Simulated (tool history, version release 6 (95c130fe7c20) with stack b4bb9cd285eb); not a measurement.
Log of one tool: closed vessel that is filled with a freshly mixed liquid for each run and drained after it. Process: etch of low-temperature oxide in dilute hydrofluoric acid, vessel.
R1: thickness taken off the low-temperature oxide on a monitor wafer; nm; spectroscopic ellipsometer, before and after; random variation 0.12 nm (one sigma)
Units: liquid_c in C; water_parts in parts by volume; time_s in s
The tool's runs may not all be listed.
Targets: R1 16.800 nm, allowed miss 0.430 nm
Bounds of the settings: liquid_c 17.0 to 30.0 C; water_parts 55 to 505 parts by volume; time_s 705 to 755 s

run 1 hour=0.0 | liquid_c=22.0 water_parts=280 time_s=705 | R1=28.220
run 2 hour=2.6 | liquid_c=22.0 water_parts=320 time_s=705 | R1=24.133
run 3 hour=6.5 | liquid_c=22.0 water_parts=320 time_s=705 | R1=24.079
run 4 hour=10.1 | liquid_c=18.5 water_parts=320 time_s=705 | R1=20.584
run 5 hour=14.2 | liquid_c=18.0 water_parts=325 time_s=705 | R1=20.216
run 6 hour=20.3 | liquid_c=18.0 water_parts=405 time_s=705 | R1=15.089
run 7 hour=22.5 | liquid_c=18.5 water_parts=405 time_s=705 | R1=15.582
run 8 hour=24.3 | liquid_c=19.0 water_parts=405 time_s=705 | R1=15.753
run 9 hour=27.6 | liquid_c=19.5 water_parts=405 time_s=705 | R1=15.994
run 10 hour=36.7 | liquid_c=20.0 water_parts=405 time_s=705 | R1=16.316

Which of these 4 next moves meets every target?
run A hour=45.8 | liquid_c=20.0 water_parts=435 time_s=755 | R1=?
run B hour=45.8 | liquid_c=22.0 water_parts=430 time_s=705 | R1=?
run C hour=45.8 | liquid_c=19.5 water_parts=405 time_s=740 | R1=?
run D hour=45.8 | liquid_c=20.0 water_parts=435 time_s=735 | R1=?

move=A R1=15.906
move=B R1=16.139
move=C R1=16.864
move=D R1=15.485
A: further off than the last run
B: further off than the last run
C: meets every target
D: further off than the last run
The right move is C.

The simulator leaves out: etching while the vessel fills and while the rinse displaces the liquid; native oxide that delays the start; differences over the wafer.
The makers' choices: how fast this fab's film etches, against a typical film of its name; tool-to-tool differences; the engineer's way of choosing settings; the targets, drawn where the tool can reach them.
